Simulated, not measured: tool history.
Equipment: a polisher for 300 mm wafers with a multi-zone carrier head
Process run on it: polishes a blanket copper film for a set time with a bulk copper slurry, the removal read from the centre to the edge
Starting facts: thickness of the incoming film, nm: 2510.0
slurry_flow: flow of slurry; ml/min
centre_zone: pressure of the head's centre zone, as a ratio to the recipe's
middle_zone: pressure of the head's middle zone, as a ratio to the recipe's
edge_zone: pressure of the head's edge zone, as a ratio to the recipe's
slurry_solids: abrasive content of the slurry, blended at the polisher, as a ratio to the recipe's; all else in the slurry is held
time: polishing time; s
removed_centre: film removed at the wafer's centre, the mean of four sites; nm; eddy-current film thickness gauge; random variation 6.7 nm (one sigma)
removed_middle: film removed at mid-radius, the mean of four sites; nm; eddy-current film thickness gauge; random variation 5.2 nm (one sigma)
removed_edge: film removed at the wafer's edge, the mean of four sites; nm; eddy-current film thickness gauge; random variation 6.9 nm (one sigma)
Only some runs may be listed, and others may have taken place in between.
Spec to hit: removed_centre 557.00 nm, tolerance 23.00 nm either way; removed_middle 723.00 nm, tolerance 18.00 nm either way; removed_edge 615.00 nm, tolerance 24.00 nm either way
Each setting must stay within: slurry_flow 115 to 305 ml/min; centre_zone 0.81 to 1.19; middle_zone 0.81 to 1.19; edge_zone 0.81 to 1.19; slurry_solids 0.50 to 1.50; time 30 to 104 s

{"run": 1, "day": 0.0, "slurry_flow": 195, "centre_zone": 1.0, "middle_zone": 1.0, "edge_zone": 1.0, "slurry_solids": 1.0, "time": 67, "removed_centre": 699.6, "removed_middle": 696.93, "removed_edge": 687.17}
{"run": 2, "day": 0.158, "slurry_flow": 145, "centre_zone": 1.0, "middle_zone": 1.0, "edge_zone": 1.0, "slurry_solids": 1.0, "time": 67, "removed_centre": 650.71, "removed_middle": 657.5, "removed_edge": 657.08}
{"run": 3, "day": 0.275, "slurry_flow": 145, "centre_zone": 1.0, "middle_zone": 1.0, "edge_zone": 1.06, "slurry_solids": 1.0, "time": 67, "removed_centre": 668.86, "removed_middle": 652.05, "removed_edge": 691.23}
{"run": 4, "day": 0.467, "slurry_flow": 115, "centre_zone": 1.0, "middle_zone": 1.0, "edge_zone": 1.06, "slurry_solids": 1.0, "time": 67, "removed_centre": 609.29, "removed_middle": 619.1, "removed_edge": 646.67}
{"run": 5, "day": 0.717, "slurry_flow": 120, "centre_zone": 0.99, "middle_zone": 1.02, "edge_zone": 1.05, "slurry_solids": 1.0, "time": 67, "removed_centre": 612.68, "removed_middle": 624.39, "removed_edge": 651.8}
{"run": 6, "day": 0.967, "slurry_flow": 125, "centre_zone": 0.98, "middle_zone": 1.04, "edge_zone": 1.03, "slurry_solids": 1.0, "time": 67, "removed_centre": 615.06, "removed_middle": 656.3, "removed_edge": 658.29}
{"run": 7, "day": 1.017, "slurry_flow": 125, "centre_zone": 0.97, "middle_zone": 1.05, "edge_zone": 1.01, "slurry_solids": 1.0, "time": 67, "removed_centre": 604.37, "removed_middle": 647.98, "removed_edge": 661.05}
{"run": 8, "day": 1.375, "slurry_flow": 130, "centre_zone": 0.96, "middle_zone": 1.07, "edge_zone": 0.98, "slurry_solids": 1.0, "time": 67, "removed_centre": 614.33, "removed_middle": 671.7, "removed_edge": 643.86}
{"run": 9, "day": 1.442, "slurry_flow": 130, "centre_zone": 0.96, "middle_zone": 1.07, "edge_zone": 0.98, "slurry_solids": 1.0, "time": 67, "removed_centre": 605.7, "removed_middle": 664.95, "removed_edge": 637.41}
{"run": 10, "day": 1.608, "slurry_flow": 130, "centre_zone": 0.95, "middle_zone": 1.09, "edge_zone": 0.97, "slurry_solids": 1.0, "time": 67, "removed_centre": 603.26, "removed_middle": 679.02, "removed_edge": 640.86}
{"run": 11, "day": 1.708, "slurry_flow": 130, "centre_zone": 0.94, "middle_zone": 1.1, "edge_zone": 0.96, "slurry_solids": 1.0, "time": 67, "removed_centre": 592.32, "removed_middle": 688.39, "removed_edge": 629.97}
{"run": 12, "day": 1.767, "slurry_flow": 130, "centre_zone": 0.93, "middle_zone": 1.11, "edge_zone": 0.96, "slurry_solids": 1.0, "time": 67, "removed_centre": 577.11, "removed_middle": 688.14, "removed_edge": 631.77}
{"run": 13, "day": 1.858, "slurry_flow": 130, "centre_zone": 0.93, "middle_zone": 1.12, "edge_zone": 0.95, "slurry_solids": 1.0, "time": 67, "removed_centre": 594.28, "removed_middle": 695.63, "removed_edge": 634.86}
{"run": 14, "day": 1.975, "slurry_flow": 130, "centre_zone": 0.92, "middle_zone": 1.13, "edge_zone": 0.94, "slurry_solids": 1.0, "time": 67, "removed_centre": 583.27, "removed_middle": 696.83, "removed_edge": 621.11}
{"run": 15, "day": 2.046, "slurry_flow": 130, "centre_zone": 0.91, "middle_zone": 1.14, "edge_zone": 0.94, "slurry_solids": 1.0, "time": 67, "removed_centre": 585.24, "removed_middle": 702.88, "removed_edge": 633.59}

5 candidate next runs follow, results not yet known. Just one meets every target within its allowed miss. Identify it.
{"run": "A", "day": 2.117, "slurry_flow": 120, "centre_zone": 0.87, "middle_zone": 1.19, "edge_zone": 0.9, "slurry_solids": 1.0, "time": 68, "removed_centre": "?", "removed_middle": "?", "removed_edge": "?"}
{"run": "B", "day": 2.117, "slurry_flow": 135, "centre_zone": 0.94, "middle_zone": 1.15, "edge_zone": 0.9, "slurry_solids": 0.95, "time": 68, "removed_centre": "?", "removed_middle": "?", "removed_edge": "?"}
{"run": "C", "day": 2.117, "slurry_flow": 160, "centre_zone": 0.84, "middle_zone": 1.17, "edge_zone": 0.91, "slurry_solids": 0.7, "time": 66, "removed_centre": "?", "removed_middle": "?", "removed_edge": "?"}
{"run": "D", "day": 2.117, "slurry_flow": 115, "centre_zone": 0.84, "middle_zone": 1.17, "edge_zone": 0.95, "slurry_solids": 0.95, "time": 68, "removed_centre": "?", "removed_middle": "?", "removed_edge": "?"}
{"run": "E", "day": 2.117, "slurry_flow": 115, "centre_zone": 0.82, "middle_zone": 1.18, "edge_zone": 0.95, "slurry_solids": 1.0, "time": 66, "removed_centre": "?", "removed_middle": "?", "removed_edge": "?"}

move=A removed_centre=537.15 removed_middle=721.65 removed_edge=619.70
move=B removed_centre=594.93 removed_middle=717.72 removed_edge=626.25
move=C removed_centre=500.12 removed_middle=681.04 removed_edge=582.95
move=D removed_centre=504.46 removed_middle=695.02 removed_edge=622.16
move=E removed_centre=483.88 removed_middle=687.36 removed_edge=611.38
A: hits every target within its allowed miss
B: lands further from the targets than the last run did
C: pushes the last run's worst result past its target
D: pushes the last run's worst result past its target
E: pushes the last run's worst result past its target
Answer: A

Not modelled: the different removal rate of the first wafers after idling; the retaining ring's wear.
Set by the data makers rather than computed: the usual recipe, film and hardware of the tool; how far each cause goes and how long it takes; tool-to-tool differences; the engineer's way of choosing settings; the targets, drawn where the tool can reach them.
